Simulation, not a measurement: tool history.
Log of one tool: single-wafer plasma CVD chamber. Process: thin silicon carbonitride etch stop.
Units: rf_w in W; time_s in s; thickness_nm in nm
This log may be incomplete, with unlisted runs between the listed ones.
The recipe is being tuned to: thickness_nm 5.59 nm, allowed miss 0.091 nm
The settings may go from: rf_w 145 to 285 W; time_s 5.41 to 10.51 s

run    day  rf_w  time_s  thickness_nm
  1      0   215    7.96        4.4875
  2  0.308   215    7.15        4.0165
  3  0.592   230    7.65        4.3723
  4  0.838   230    6.95        3.9483
  5  0.983   230    7.53        4.2975
  6  1.158   245    7.53        4.3428
  7  1.425   250    7.98        4.5898
  8  1.783   255    8.37        4.8928
  9  2.121   260    8.61         5.042
 10  2.267   265     8.8        5.1765
 11  2.462   265    8.95        5.2591
 12   2.55   265    9.06        5.2765

Below are 4 possible settings for the next run. Only one of them brings all results inside the allowed miss of their targets. Which is it?
  A  2.638   220    8.82             ?
  B  2.638   245    9.73             ?
  C  2.638   250    8.83             ?
  D  2.638   260    8.56             ?

move  thickness_nm
   A        4.9412
   B        5.5818
   C        5.0885
   D        4.9767
A: lands further from the targets than the last run did
B: meets every target
C: lands further from the targets than the last run did
D: lands further from the targets than the last run did
Correct choice: B, which meets every target

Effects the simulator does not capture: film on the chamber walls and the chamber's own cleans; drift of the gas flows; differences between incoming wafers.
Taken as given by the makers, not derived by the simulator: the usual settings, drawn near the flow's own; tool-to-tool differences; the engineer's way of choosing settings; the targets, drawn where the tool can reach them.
